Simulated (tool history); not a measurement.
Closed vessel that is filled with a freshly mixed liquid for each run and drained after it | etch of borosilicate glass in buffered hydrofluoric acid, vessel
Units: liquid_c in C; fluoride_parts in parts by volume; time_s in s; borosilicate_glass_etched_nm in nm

{"run": 1, "hour": 0.0, "liquid_c": 21, "fluoride_parts": 15.5, "time_s": 30, "borosilicate_glass_etched_nm": 20.728}
{"run": 2, "hour": 6.2, "liquid_c": 18, "fluoride_parts": 15.5, "time_s": 30, "borosilicate_glass_etched_nm": 17.546}
{"run": 3, "hour": 14.8, "liquid_c": 19.5, "fluoride_parts": 15, "time_s": 30, "borosilicate_glass_etched_nm": 19.922}
{"run": 4, "hour": 16.3, "liquid_c": 19.5, "fluoride_parts": 12.5, "time_s": 30, "borosilicate_glass_etched_nm": 23.852}
{"run": 5, "hour": 20.0, "liquid_c": 20.5, "fluoride_parts": 12.5, "time_s": 30, "borosilicate_glass_etched_nm": 24.991}
{"run": 6, "hour": 25.3, "liquid_c": 20.5, "fluoride_parts": 14, "time_s": 30, "borosilicate_glass_etched_nm": 22.495}

The next listed run, before its measurement:
{"hour": 28.3, "done": "hydrofluoric acid flow meter replaced"}
{"run": 7, "hour": 28.3, "liquid_c": 21.5, "fluoride_parts": 14, "time_s": 30, "borosilicate_glass_etched_nm": "?"}

Run 7 gave borosilicate_glass_etched_nm 22.201 nm.
